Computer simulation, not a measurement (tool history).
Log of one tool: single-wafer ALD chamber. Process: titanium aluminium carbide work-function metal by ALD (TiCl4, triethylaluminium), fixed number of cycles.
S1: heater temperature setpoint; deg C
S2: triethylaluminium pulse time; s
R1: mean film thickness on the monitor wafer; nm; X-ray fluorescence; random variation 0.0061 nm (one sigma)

| run | hour | S1 | S2 | R1 |
|---|---|---|---|---|
| 1 | 0.0 | 320 | 11.96 | 2.1141 |
| 2 | 4.0 | 320 | 9.10 | 1.9407 |
| 3 | 10.9 | 324 | 10.57 | 2.1042 |
| 4 | 17.1 | 328 | 10.78 | 2.1500 |
| 5 | 18.4 | 331 | 11.14 | 2.1853 |
| 6 | 26.1 | 334 | 11.67 | 2.2334 |
| 7 | 34.8 | 336 | 12.16 | 2.2801 |
| 8 | 36.6 | 338 | 12.47 | 2.3197 |
| 9 | 39.1 | 339 | 12.64 | 2.3270 |

Run 10 comes next. What will it give?
| 10 | 41.3 | 340 | 12.83 | ? |

{"run 10": {"R1": 2.3412}}
